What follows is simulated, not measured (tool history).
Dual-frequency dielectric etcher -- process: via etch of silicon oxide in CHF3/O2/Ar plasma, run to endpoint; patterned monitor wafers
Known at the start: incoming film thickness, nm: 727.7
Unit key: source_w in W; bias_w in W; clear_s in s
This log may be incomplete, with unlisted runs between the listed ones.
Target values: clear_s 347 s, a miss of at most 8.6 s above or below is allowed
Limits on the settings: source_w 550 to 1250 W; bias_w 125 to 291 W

run,hour,source_w,bias_w,clear_s
1,0,900,208,304.1
2,2,860,205,309.16
3,4.5,830,202,317.1
4,9.5,810,200,319.57
5,16.9,810,215,315.32
6,24.9,790,213,315.82
7,33.6,760,211,326.14
8,40.7,750,210,331.18
9,43.6,740,210,330.69
10,48.3,730,209,333.26
11,54.3,720,208,338.21

Consider the 4 candidate settings below. Which is the only one whose results all fall within their allowed miss of target?
A,60.3,840,164,?
B,60.3,780,195,?
C,60.3,690,199,?
D,60.3,780,197,?

move,clear_s
A,330.22
B,327.61
C,345.98
D,326.74
A: lands further from the targets than the last run did
B: lands further from the targets than the last run did
C: all results land within tolerance of their targets
D: lands further from the targets than the last run did
So the answer is move C, the one that meets all the targets.

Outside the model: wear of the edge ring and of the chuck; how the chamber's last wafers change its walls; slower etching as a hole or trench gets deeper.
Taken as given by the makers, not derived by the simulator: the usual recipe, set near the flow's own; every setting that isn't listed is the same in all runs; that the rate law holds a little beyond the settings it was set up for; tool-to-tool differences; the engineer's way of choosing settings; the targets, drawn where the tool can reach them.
